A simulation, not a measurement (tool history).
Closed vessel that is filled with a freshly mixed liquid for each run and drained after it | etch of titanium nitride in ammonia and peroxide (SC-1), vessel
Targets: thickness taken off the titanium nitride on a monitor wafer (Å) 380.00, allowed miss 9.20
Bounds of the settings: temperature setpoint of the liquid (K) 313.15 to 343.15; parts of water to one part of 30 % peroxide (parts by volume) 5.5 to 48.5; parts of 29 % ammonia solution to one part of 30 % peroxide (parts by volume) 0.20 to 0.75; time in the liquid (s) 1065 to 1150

run,hour,temperature setpoint of the liquid (K),parts of water to one part of 30 % peroxide (parts by volume),parts of 29 % ammonia solution to one part of 30 % peroxide (parts by volume),time in the liquid (s),thickness taken off the titanium nitride on a monitor wafer (Å)
1,0.0,329.15,27.0,0.45,1065,753.40
2,6.0,329.15,18.5,0.45,1065,928.67
3,9.7,325.15,18.5,0.45,1065,707.93
4,17.7,322.15,18.5,0.45,1065,576.69
5,20.5,322.15,18.5,0.45,1150,629.89
6,26.6,322.15,18.5,0.45,1150,621.24
7,35.0,320.15,18.5,0.45,1150,543.52
8,43.3,318.65,18.5,0.45,1150,488.37
9,49.7,317.65,18.5,0.45,1150,452.87
10,55.4,317.15,18.5,0.45,1150,436.43
11,58.7,316.65,18.5,0.45,1150,428.28
12,64.2,316.15,18.5,0.45,1150,407.92
13,65.9,315.65,18.5,0.45,1150,393.45

Which of these 4 next moves meets every target?
A,67.6,315.65,21.0,0.60,1065,?
B,67.6,315.65,17.5,0.35,1145,?
C,67.6,316.65,22.0,0.45,1075,?
D,67.6,314.65,19.0,0.45,1145,?

move,thickness taken off the titanium nitride on a monitor wafer (Å)
A,354.92
B,381.99
C,355.79
D,355.50
A: takes the result that was furthest off past its target
B: meets every target
C: takes the result that was furthest off past its target
D: takes the result that was furthest off past its target
Move B is the one to make.
